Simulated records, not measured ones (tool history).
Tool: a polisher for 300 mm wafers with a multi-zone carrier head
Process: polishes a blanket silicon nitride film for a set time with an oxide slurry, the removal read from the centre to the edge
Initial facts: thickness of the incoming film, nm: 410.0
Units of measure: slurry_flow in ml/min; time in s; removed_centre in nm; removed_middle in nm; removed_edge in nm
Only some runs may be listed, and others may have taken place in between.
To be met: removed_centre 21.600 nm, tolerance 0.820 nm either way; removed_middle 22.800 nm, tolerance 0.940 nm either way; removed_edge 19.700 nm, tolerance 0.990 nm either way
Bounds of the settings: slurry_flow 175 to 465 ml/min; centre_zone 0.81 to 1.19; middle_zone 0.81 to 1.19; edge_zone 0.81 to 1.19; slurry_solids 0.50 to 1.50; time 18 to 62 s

run 1 hour=0.0 | slurry_flow=295 centre_zone=1.00 middle_zone=1.00 edge_zone=1.00 slurry_solids=1.00 time=40 | removed_centre=26.306 removed_middle=25.496 removed_edge=25.930
run 2 hour=6.7 | slurry_flow=295 centre_zone=1.00 middle_zone=1.01 edge_zone=0.98 slurry_solids=0.95 time=40 | removed_centre=26.169 removed_middle=25.435 removed_edge=24.489
run 3 hour=15.2 | slurry_flow=225 centre_zone=1.00 middle_zone=1.01 edge_zone=0.98 slurry_solids=0.95 time=40 | removed_centre=24.641 removed_middle=24.653 removed_edge=24.859
run 4 hour=21.0 | slurry_flow=225 centre_zone=1.00 middle_zone=0.94 edge_zone=0.98 slurry_solids=0.95 time=40 | removed_centre=25.298 removed_middle=23.818 removed_edge=24.491
run 5 hour=22.3 | slurry_flow=235 centre_zone=0.99 middle_zone=0.95 edge_zone=0.96 slurry_solids=0.90 time=40 | removed_centre=24.437 removed_middle=22.791 removed_edge=23.795
run 6 hour=26.5 | slurry_flow=245 centre_zone=0.99 middle_zone=0.99 edge_zone=0.94 slurry_solids=0.85 time=40 | removed_centre=23.692 removed_middle=23.598 removed_edge=23.295
run 7 hour=29.4 | slurry_flow=245 centre_zone=0.99 middle_zone=0.99 edge_zone=0.94 slurry_solids=0.85 time=40 | removed_centre=24.393 removed_middle=23.709 removed_edge=23.075
run 8 hour=31.3 | slurry_flow=250 centre_zone=0.98 middle_zone=1.00 edge_zone=0.93 slurry_solids=0.80 time=40 | removed_centre=22.758 removed_middle=22.964 removed_edge=22.582
run 9 hour=33.5 | slurry_flow=260 centre_zone=0.98 middle_zone=1.01 edge_zone=0.91 slurry_solids=0.80 time=40 | removed_centre=22.681 removed_middle=23.598 removed_edge=21.972
run 10 hour=40.4 | slurry_flow=265 centre_zone=0.98 middle_zone=1.01 edge_zone=0.90 slurry_solids=0.80 time=40 | removed_centre=23.096 removed_middle=23.429 removed_edge=22.028
run 11 hour=47.6 | slurry_flow=270 centre_zone=0.98 middle_zone=1.02 edge_zone=0.89 slurry_solids=0.80 time=40 | removed_centre=23.372 removed_middle=23.695 removed_edge=21.832
run 12 hour=48.9 | slurry_flow=275 centre_zone=0.98 middle_zone=1.02 edge_zone=0.88 slurry_solids=0.80 time=40 | removed_centre=22.799 removed_middle=23.844 removed_edge=21.445
run 13 hour=51.5 | slurry_flow=275 centre_zone=0.98 middle_zone=1.02 edge_zone=0.87 slurry_solids=0.80 time=40 | removed_centre=23.067 removed_middle=23.111 removed_edge=22.186
run 14 hour=59.8 | slurry_flow=280 centre_zone=0.98 middle_zone=1.03 edge_zone=0.87 slurry_solids=0.75 time=40 | removed_centre=22.293 removed_middle=23.149 removed_edge=20.939
run 15 hour=63.3 | slurry_flow=285 centre_zone=0.98 middle_zone=1.03 edge_zone=0.87 slurry_solids=0.75 time=40 | removed_centre=22.447 removed_middle=23.734 removed_edge=20.913

Which of these 4 next moves meets every target?
run A hour=66.8 | slurry_flow=245 centre_zone=0.99 middle_zone=0.99 edge_zone=0.84 slurry_solids=0.65 time=41 | removed_centre=? removed_middle=? removed_edge=?
run B hour=66.8 | slurry_flow=330 centre_zone=0.99 middle_zone=1.07 edge_zone=0.82 slurry_solids=0.75 time=38 | removed_centre=? removed_middle=? removed_edge=?
run C hour=66.8 | slurry_flow=320 centre_zone=0.97 middle_zone=1.16 edge_zone=0.81 slurry_solids=0.50 time=43 | removed_centre=? removed_middle=? removed_edge=?
run D hour=66.8 | slurry_flow=340 centre_zone=0.97 middle_zone=1.08 edge_zone=0.92 slurry_solids=0.85 time=39 | removed_centre=? removed_middle=? removed_edge=?

move=A removed_centre=21.326 removed_middle=21.116 removed_edge=19.700
move=B removed_centre=21.780 removed_middle=22.957 removed_edge=19.698
move=C removed_centre=19.719 removed_middle=22.733 removed_edge=18.089
move=D removed_centre=23.246 removed_middle=25.203 removed_edge=22.583
A: gets the furthest-off result to its target, but another result is out of tolerance
B: all results in spec
C: takes the result that was furthest off past its target
D: the biggest miss grows against the last run
The move that meets every target is B.
